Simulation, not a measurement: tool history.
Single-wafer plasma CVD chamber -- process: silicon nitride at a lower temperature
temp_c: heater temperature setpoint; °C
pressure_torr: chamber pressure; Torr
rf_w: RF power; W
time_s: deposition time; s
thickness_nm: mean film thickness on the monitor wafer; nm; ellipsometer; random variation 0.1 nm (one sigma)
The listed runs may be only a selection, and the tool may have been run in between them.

run,hour,temp_c,pressure_torr,rf_w,time_s,thickness_nm
1,0,365,1.84,295,20.3,22.92
2,5.7,365,1.78,295,20.3,22.722
3,7.5,365,1.78,295,19.3,21.613
4,14.7,365,1.74,295,19.3,21.546
5,16.3,365,1.7,295,19.3,21.333
6,20.5,356,1.7,295,19.3,21.449
7,24.8,356,1.67,295,19.3,21.403
8,32,356,1.64,295,19.3,21.197

For run 9, what comes out?
9,40.1,356,1.33,290,19.3,?

{"run 9": {"thickness_nm": 19.666}}

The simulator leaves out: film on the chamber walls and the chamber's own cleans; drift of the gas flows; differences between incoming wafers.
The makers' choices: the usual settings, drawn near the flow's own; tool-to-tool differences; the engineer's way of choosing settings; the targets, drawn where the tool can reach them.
